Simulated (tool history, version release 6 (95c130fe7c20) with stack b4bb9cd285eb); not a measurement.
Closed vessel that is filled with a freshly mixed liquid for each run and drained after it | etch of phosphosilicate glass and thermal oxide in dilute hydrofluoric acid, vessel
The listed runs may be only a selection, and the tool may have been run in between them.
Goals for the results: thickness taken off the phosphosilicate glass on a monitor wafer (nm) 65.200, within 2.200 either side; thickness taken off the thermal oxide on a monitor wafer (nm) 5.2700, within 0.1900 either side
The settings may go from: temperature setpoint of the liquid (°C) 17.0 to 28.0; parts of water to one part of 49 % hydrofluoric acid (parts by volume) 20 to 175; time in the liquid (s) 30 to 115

run  hour  temperature setpoint of the liquid (°C)  parts of water to one part of 49 % hydrofluoric acid (parts by volume)  time in the liquid (s)  thickness taken off the phosphosilicate glass on a monitor wafer (nm)  thickness taken off the thermal oxide on a monitor wafer (nm)
  1   0.0                                     20.0                                                                      95                      60                                                                 33.846                                                         2.7003
  2   6.1                                     22.5                                                                      85                      60                                                                 42.150                                                         3.4251
  3   8.2                                     24.0                                                                      80                      60                                                                 47.688                                                         3.8194
  4  13.3                                     25.5                                                                      75                      60                                                                 54.289                                                         4.5366
  5  16.7                                     25.5                                                                      75                      50                                                                 46.442                                                         3.6624
  6  21.1                                     25.5                                                                      95                      50                                                                 35.267                                                         2.7981
  7  30.1                                     26.5                                                                      80                      50                                                                 43.747                                                         3.5867
  8  35.3                                     26.5                                                                      70                      50                                                                 50.946                                                         4.1956
  9  39.0                                     26.5                                                                      70                      50                                                                 51.278                                                         4.0650
 10  45.7                                     27.0                                                                      65                      50                                                                 56.459                                                         4.5862
 11  49.4                                     27.5                                                                      55                      50                                                                 68.246                                                         5.6238
 12  55.7                                     27.0                                                                      55                      50                                                                 68.590                                                         5.4381

4 next moves are on the table. One of them brings every result within its allowed miss. Which?
  A  62.0                                     26.0                                                                      50                      45                                                                      ?                                                              ?
  B  62.0                                     28.0                                                                      65                      60                                                                      ?                                                              ?
  C  62.0                                     28.0                                                                      45                      40                                                                      ?                                                              ?
  D  62.0                                     25.0                                                                      40                      40                                                                      ?                                                              ?

move  thickness taken off the phosphosilicate glass on a monitor wafer (nm)  thickness taken off the thermal oxide on a monitor wafer (nm)
   A                                                                 64.667                                                         5.2731
   B                                                                 70.333                                                         5.7351
   C                                                                 69.724                                                         5.6855
   D                                                                 69.938                                                         5.7030
A: all results land within tolerance of their targets
B: its largest miss is bigger than the last run's
C: its largest miss is bigger than the last run's
D: its largest miss is bigger than the last run's
Go with A: it meets all targets.
